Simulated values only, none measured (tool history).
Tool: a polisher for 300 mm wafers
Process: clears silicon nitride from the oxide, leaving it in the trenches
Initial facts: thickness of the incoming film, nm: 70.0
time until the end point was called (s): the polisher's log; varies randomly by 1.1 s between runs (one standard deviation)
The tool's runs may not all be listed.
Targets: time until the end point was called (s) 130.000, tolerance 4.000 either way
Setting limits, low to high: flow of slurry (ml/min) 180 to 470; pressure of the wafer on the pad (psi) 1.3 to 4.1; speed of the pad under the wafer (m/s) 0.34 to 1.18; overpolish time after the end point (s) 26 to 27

| run | hour | flow of slurry (ml/min) | pressure of the wafer on the pad (psi) | speed of the pad under the wafer (m/s) | overpolish time after the end point (s) | time until the end point was called (s) |
|---|---|---|---|---|---|---|
| 1 | 0.0 | 300 | 2.7 | 0.76 | 26 | 98.101 |
| 2 | 6.3 | 300 | 3.3 | 0.76 | 26 | 81.393 |
| 3 | 14.2 | 300 | 3.1 | 0.76 | 26 | 86.227 |
| 4 | 18.9 | 300 | 2.9 | 0.76 | 26 | 92.262 |
| 5 | 25.1 | 300 | 2.8 | 0.76 | 26 | 94.842 |
| 6 | 26.8 | 300 | 2.7 | 0.76 | 26 | 99.014 |
| 7 | 33.1 | 300 | 2.6 | 0.76 | 26 | 103.770 |
| 8 | 38.0 | 295 | 1.9 | 0.76 | 26 | 139.840 |

5 candidate next runs follow, results not yet known. Just one meets every target within its allowed miss. Identify it.
| A | 42.9 | 305 | 1.8 | 0.74 | 27 | ? |
| B | 42.9 | 340 | 2.0 | 0.70 | 26 | ? |
| C | 42.9 | 295 | 1.6 | 0.92 | 26 | ? |
| D | 42.9 | 295 | 1.7 | 0.74 | 27 | ? |
| E | 42.9 | 305 | 2.0 | 0.78 | 27 | ? |

| move | time until the end point was called (s) |
|---|---|
| A | 151.530 |
| B | 143.140 |
| C | 137.640 |
| D | 160.560 |
| E | 130.170 |
A: misses by more than the last run did
B: misses by more than the last run did
C: moves toward the targets from the last run without getting all of them in spec
D: misses by more than the last run did
E: in spec on every target
The move that meets every target is E.

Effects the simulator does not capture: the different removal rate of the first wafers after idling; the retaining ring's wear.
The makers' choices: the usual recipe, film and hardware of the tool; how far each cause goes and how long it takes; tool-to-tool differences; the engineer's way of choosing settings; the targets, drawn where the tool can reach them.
